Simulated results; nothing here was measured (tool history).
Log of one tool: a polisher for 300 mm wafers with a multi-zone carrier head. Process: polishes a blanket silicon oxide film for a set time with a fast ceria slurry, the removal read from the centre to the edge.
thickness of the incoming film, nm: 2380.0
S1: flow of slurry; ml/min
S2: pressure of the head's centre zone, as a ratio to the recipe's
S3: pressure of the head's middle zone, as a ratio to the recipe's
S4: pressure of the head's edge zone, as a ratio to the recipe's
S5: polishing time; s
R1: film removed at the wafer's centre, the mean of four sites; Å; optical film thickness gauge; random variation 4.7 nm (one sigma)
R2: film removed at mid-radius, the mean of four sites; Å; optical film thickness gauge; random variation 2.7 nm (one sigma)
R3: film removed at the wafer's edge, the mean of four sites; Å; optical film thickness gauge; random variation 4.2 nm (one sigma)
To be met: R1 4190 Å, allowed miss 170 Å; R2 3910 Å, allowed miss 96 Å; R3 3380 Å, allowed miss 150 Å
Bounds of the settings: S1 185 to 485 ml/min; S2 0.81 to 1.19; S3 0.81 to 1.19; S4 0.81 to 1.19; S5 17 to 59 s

Run 1, hour 0: S1 310 ml/min, S2 1, S3 1, S4 1, S5 38 s. Result: R1 2603.3 Å, R2 2572.1 Å, R3 2526.5 Å.
Run 2, hour 0.8: S1 315 ml/min, S2 1.03, S3 1.02, S4 1.01, S5 39 s. Result: R1 2785.6 Å, R2 2678.7 Å, R3 2591.5 Å.
Run 3, hour 3.2: S1 320 ml/min, S2 1.05, S3 1.04, S4 1.02, S5 40 s. Result: R1 2908.8 Å, R2 2794.2 Å, R3 2653.5 Å.
Run 4, hour 10.1: S1 325 ml/min, S2 1.07, S3 1.06, S4 1.03, S5 41 s. Result: R1 3004.2 Å, R2 2895 Å, R3 2735.1 Å.
Run 5, hour 15.2: S1 325 ml/min, S2 1.07, S3 1.12, S4 1.03, S5 41 s. Result: R1 3064.9 Å, R2 3031.9 Å, R3 2751.5 Å.
Run 6, hour 20.6: S1 330 ml/min, S2 1.08, S3 1.13, S4 1.03, S5 42 s. Result: R1 3160.8 Å, R2 3166.2 Å, R3 2786.2 Å.
Run 7, hour 24.9: S1 335 ml/min, S2 1.09, S3 1.14, S4 1.04, S5 43 s. Result: R1 3276 Å, R2 3206.4 Å, R3 2940 Å.
Run 8, hour 27: S1 335 ml/min, S2 1.1, S3 1.15, S4 1.03, S5 44 s. Result: R1 3358.5 Å, R2 3317.1 Å, R3 2978.4 Å.
Run 9, hour 29: S1 340 ml/min, S2 1.11, S3 1.16, S4 1.02, S5 45 s. Result: R1 3473.3 Å, R2 3439.8 Å, R3 2989.8 Å.
Run 10, hour 30.6: S1 340 ml/min, S2 1.12, S3 1.16, S4 1.02, S5 46 s. Result: R1 3644.5 Å, R2 3578 Å, R3 3092.4 Å.
Run 11, hour 39.6: S1 340 ml/min, S2 1.13, S3 1.16, S4 1.02, S5 46 s. Result: R1 3545 Å, R2 3547.3 Å, R3 3063 Å.
Run 12, hour 40.1: S1 360 ml/min, S2 1.14, S3 1.15, S4 1.02, S5 47 s. Result: R1 3689.7 Å, R2 3590.5 Å, R3 3101.8 Å.
Run 13, hour 48: S1 360 ml/min, S2 1.15, S3 1.15, S4 1.02, S5 48 s. Result: R1 3879.1 Å, R2 3680.7 Å, R3 3234.4 Å.

Which of these 5 next moves meets every target?
Run A, hour 55.9: S1 305 ml/min, S2 1.13, S3 1.19, S4 1.04, S5 50 s. Result: R1 ?, R2 ?, R3 ?.
Run B, hour 55.9: S1 310 ml/min, S2 1.17, S3 1.15, S4 0.99, S5 52 s. Result: R1 ?, R2 ?, R3 ?.
Run C, hour 55.9: S1 390 ml/min, S2 1.14, S3 1.15, S4 0.93, S5 48 s. Result: R1 ?, R2 ?, R3 ?.
Run D, hour 55.9: S1 370 ml/min, S2 1.12, S3 1.15, S4 0.99, S5 46 s. Result: R1 ?, R2 ?, R3 ?.
Run E, hour 55.9: S1 370 ml/min, S2 1.15, S3 1.09, S4 1.05, S5 50 s. Result: R1 ?, R2 ?, R3 ?.

move      R1      R2      R3
   A  3898.4  3873.5    3302
   B  4205.6  3917.4    3359
   C  3869.9  3693.4  3059.1
   D  3625.9  3524.3  3009.6
   E  4045.8  3657.7  3369.2
A: brings the result that was furthest off to its target, and leaves another outside
B: meets every target
C: nearer than the last run, and not there yet
D: further off than the last run
E: further off than the last run
The right move is B.

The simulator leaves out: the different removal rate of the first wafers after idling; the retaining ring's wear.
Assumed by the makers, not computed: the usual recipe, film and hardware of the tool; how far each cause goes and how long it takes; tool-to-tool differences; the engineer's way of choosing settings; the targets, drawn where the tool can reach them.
